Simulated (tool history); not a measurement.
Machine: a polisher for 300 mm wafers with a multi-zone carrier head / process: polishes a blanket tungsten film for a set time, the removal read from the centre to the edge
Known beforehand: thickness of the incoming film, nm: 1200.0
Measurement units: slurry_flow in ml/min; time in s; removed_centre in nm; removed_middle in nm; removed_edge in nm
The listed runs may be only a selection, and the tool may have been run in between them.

run,hour,slurry_flow,centre_zone,middle_zone,edge_zone,slurry_solids,time,removed_centre,removed_middle,removed_edge
1,0.0,160,1.00,1.00,1.00,1.00,80,254.19,251.16,262.01
2,8.4,160,1.00,1.00,1.03,1.00,80,254.50,253.91,264.40
3,14.3,160,1.00,1.00,0.98,1.00,80,249.01,251.31,256.91
4,22.3,150,0.99,0.96,0.94,0.85,77,232.70,227.84,237.09
5,26.3,150,0.91,0.96,0.94,0.85,77,220.14,228.46,230.53
6,30.2,150,0.91,0.96,0.98,0.85,77,221.68,223.40,236.82
7,35.2,140,0.88,0.93,0.95,0.75,75,203.19,205.04,225.07

For run 8, what comes out?
8,41.0,140,0.88,0.91,0.91,0.65,73,?,?,?

removed_centre: 195.45 nm
removed_middle: 196.33 nm
removed_edge: 206.77 nm

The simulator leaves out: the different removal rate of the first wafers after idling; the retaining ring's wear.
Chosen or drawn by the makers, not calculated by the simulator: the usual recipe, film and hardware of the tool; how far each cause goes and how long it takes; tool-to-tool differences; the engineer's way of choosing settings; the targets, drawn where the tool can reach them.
